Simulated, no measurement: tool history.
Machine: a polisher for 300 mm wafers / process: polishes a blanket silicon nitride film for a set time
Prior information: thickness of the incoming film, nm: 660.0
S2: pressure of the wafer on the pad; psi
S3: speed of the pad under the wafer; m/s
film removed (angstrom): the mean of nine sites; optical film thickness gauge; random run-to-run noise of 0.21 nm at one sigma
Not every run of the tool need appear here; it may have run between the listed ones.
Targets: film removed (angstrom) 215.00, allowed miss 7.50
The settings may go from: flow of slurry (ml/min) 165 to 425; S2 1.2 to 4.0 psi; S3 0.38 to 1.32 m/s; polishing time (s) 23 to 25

run 1 day=0.000 | flow_of_slurry_(ml/min)=275 S2=2.6 S3=0.84 polishing_time_(s)=25 | film_removed_(angstrom)=305.75
run 2 day=0.104 | flow_of_slurry_(ml/min)=250 S2=2.6 S3=0.84 polishing_time_(s)=25 | film_removed_(angstrom)=300.79
run 3 day=0.262 | flow_of_slurry_(ml/min)=250 S2=2.6 S3=0.84 polishing_time_(s)=23 | film_removed_(angstrom)=280.41
run 4 day=0.521 | flow_of_slurry_(ml/min)=245 S2=2.5 S3=0.84 polishing_time_(s)=23 | film_removed_(angstrom)=268.22
run 5 day=0.746 | flow_of_slurry_(ml/min)=240 S2=2.5 S3=0.84 polishing_time_(s)=23 | film_removed_(angstrom)=267.50
run 6 day=1.012 | flow_of_slurry_(ml/min)=280 S2=2.5 S3=0.84 polishing_time_(s)=23 | film_removed_(angstrom)=271.86
run 7 day=1.325 | flow_of_slurry_(ml/min)=280 S2=2.4 S3=0.84 polishing_time_(s)=23 | film_removed_(angstrom)=265.79
run 8 day=1.583 | flow_of_slurry_(ml/min)=275 S2=2.4 S3=0.84 polishing_time_(s)=23 | film_removed_(angstrom)=266.37
run 9 day=1.621 | flow_of_slurry_(ml/min)=270 S2=2.3 S3=0.84 polishing_time_(s)=23 | film_removed_(angstrom)=257.06
run 10 day=1.912 | flow_of_slurry_(ml/min)=270 S2=1.8 S3=0.82 polishing_time_(s)=23 | film_removed_(angstrom)=226.11

Of the 5 settings listed for the next run, only one would bring every result within its allowed miss of target. Which one?
run A day=2.204 | flow_of_slurry_(ml/min)=285 S2=1.9 S3=0.70 polishing_time_(s)=23 | film_removed_(angstrom)=?
run B day=2.204 | flow_of_slurry_(ml/min)=225 S2=1.6 S3=0.88 polishing_time_(s)=25 | film_removed_(angstrom)=?
run C day=2.204 | flow_of_slurry_(ml/min)=200 S2=1.8 S3=0.88 polishing_time_(s)=24 | film_removed_(angstrom)=?
run D day=2.204 | flow_of_slurry_(ml/min)=275 S2=1.8 S3=0.80 polishing_time_(s)=24 | film_removed_(angstrom)=?
run E day=2.204 | flow_of_slurry_(ml/min)=300 S2=2.0 S3=0.74 polishing_time_(s)=24 | film_removed_(angstrom)=?

move=A film_removed_(angstrom)=211.34
move=B film_removed_(angstrom)=232.43
move=C film_removed_(angstrom)=232.51
move=D film_removed_(angstrom)=229.69
move=E film_removed_(angstrom)=234.64
A: all results in spec
B: moves away from the targets compared with the last run
C: moves away from the targets compared with the last run
D: moves away from the targets compared with the last run
E: moves away from the targets compared with the last run
A meets every target.
